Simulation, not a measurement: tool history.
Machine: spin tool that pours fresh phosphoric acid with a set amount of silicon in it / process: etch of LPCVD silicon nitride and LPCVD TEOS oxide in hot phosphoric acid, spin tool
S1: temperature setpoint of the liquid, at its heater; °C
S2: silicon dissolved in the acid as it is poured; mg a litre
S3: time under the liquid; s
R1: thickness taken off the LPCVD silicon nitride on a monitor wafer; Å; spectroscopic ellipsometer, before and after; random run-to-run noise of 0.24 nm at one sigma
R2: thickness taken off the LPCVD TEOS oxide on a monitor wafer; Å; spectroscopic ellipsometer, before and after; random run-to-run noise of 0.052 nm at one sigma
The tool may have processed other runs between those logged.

run  hour     S1    S2   S3      R1      R2
  1   0.0  160.0  12.0  180  154.82  2.9116
  2   4.3  158.0  12.0  180  144.09  2.8945
  3  11.3  159.0   9.0  205  170.58  4.0367
  4  18.7  160.0   8.5  220  187.58  4.2961
  5  26.1  160.0   8.5  165  141.09  3.2135
  6  27.0  161.0   7.5  195  172.59  4.2907

Run 7, settings as shown, results not yet in. Your forecast:
  7  34.2  162.0  7.5  215   ?   ?

R1: 196.54 Å
R2: 5.5133 Å
